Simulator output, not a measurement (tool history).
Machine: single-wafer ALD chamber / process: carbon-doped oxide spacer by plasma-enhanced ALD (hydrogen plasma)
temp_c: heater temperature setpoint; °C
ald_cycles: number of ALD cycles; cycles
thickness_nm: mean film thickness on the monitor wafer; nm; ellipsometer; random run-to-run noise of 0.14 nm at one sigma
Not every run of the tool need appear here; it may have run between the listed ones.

Run 1, hour 0.0: temp_c 400 °C, ald_cycles 398 cycles. Result: thickness_nm 19.904 nm.
Run 2, hour 4.1: temp_c 393 °C, ald_cycles 398 cycles. Result: thickness_nm 20.109 nm.
Run 3, hour 13.8: temp_c 393 °C, ald_cycles 447 cycles. Result: thickness_nm 22.385 nm.
Run 4, hour 18.9: temp_c 393 °C, ald_cycles 457 cycles. Result: thickness_nm 23.205 nm.
Run 5, hour 25.6: temp_c 393 °C, ald_cycles 433 cycles. Result: thickness_nm 21.984 nm.
Run 6, hour 33.7: temp_c 392 °C, ald_cycles 443 cycles. Result: thickness_nm 22.366 nm.

What will run 7 give?
Run 7, hour 38.3: temp_c 392 °C, ald_cycles 452 cycles. Result: thickness_nm ?.

thickness_nm: 22.651 nm

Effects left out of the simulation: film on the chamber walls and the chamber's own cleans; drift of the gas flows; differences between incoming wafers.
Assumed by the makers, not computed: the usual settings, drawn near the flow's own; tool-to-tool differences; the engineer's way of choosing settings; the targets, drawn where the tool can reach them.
